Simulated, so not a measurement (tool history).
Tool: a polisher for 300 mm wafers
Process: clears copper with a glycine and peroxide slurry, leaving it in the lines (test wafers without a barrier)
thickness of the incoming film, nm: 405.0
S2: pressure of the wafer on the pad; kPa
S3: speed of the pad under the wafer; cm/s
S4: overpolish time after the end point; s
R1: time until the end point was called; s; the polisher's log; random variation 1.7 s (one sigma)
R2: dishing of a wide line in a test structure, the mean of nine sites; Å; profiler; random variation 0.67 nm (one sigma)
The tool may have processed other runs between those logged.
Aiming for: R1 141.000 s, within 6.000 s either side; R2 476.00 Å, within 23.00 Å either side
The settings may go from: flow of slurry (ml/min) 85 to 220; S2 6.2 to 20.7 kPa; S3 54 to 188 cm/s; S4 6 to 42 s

run 1 hour=0.0 | flow_of_slurry_(ml/min)=140 S2=13.1 S3=120 S4=21 | R1=100.330 R2=467.66
run 2 hour=7.8 | flow_of_slurry_(ml/min)=140 S2=12.4 S3=120 S4=22 | R1=102.690 R2=472.98
run 3 hour=13.0 | flow_of_slurry_(ml/min)=140 S2=11.7 S3=120 S4=23 | R1=107.300 R2=471.67
run 4 hour=21.0 | flow_of_slurry_(ml/min)=140 S2=11.7 S3=136 S4=23 | R1=98.370 R2=507.17
run 5 hour=29.3 | flow_of_slurry_(ml/min)=140 S2=11.0 S3=136 S4=24 | R1=100.520 R2=495.62
run 6 hour=36.7 | flow_of_slurry_(ml/min)=140 S2=11.0 S3=162 S4=24 | R1=89.459 R2=526.54
run 7 hour=37.7 | flow_of_slurry_(ml/min)=135 S2=10.3 S3=158 S4=25 | R1=93.859 R2=517.05
run 8 hour=45.4 | flow_of_slurry_(ml/min)=135 S2=9.7 S3=154 S4=26 | R1=105.750 R2=510.63
run 9 hour=48.3 | flow_of_slurry_(ml/min)=130 S2=9.7 S3=154 S4=26 | R1=102.370 R2=508.30
run 10 hour=49.2 | flow_of_slurry_(ml/min)=130 S2=9.0 S3=152 S4=27 | R1=109.540 R2=498.50
run 11 hour=55.0 | flow_of_slurry_(ml/min)=130 S2=8.3 S3=152 S4=28 | R1=116.440 R2=495.22
run 12 hour=61.2 | flow_of_slurry_(ml/min)=115 S2=6.2 S3=146 S4=31 | R1=153.260 R2=451.93

Exactly one of the 4 candidate moves below puts every result within its allowed miss. Which one?
run A hour=67.4 | flow_of_slurry_(ml/min)=135 S2=6.2 S3=158 S4=33 | R1=? R2=?
run B hour=67.4 | flow_of_slurry_(ml/min)=125 S2=6.9 S3=148 S4=36 | R1=? R2=?
run C hour=67.4 | flow_of_slurry_(ml/min)=90 S2=7.6 S3=146 S4=27 | R1=? R2=?
run D hour=67.4 | flow_of_slurry_(ml/min)=135 S2=7.6 S3=150 S4=36 | R1=? R2=?

move=A R1=140.080 R2=490.08
move=B R1=138.030 R2=525.82
move=C R1=138.560 R2=438.72
move=D R1=126.270 R2=553.83
A: every result within its allowed miss
B: puts the biggest miss on target and leaves a different result outside tolerance
C: puts the biggest miss on target and leaves a different result outside tolerance
D: carries the result that was furthest off beyond its target, to the other side
Go with A: it meets all targets.

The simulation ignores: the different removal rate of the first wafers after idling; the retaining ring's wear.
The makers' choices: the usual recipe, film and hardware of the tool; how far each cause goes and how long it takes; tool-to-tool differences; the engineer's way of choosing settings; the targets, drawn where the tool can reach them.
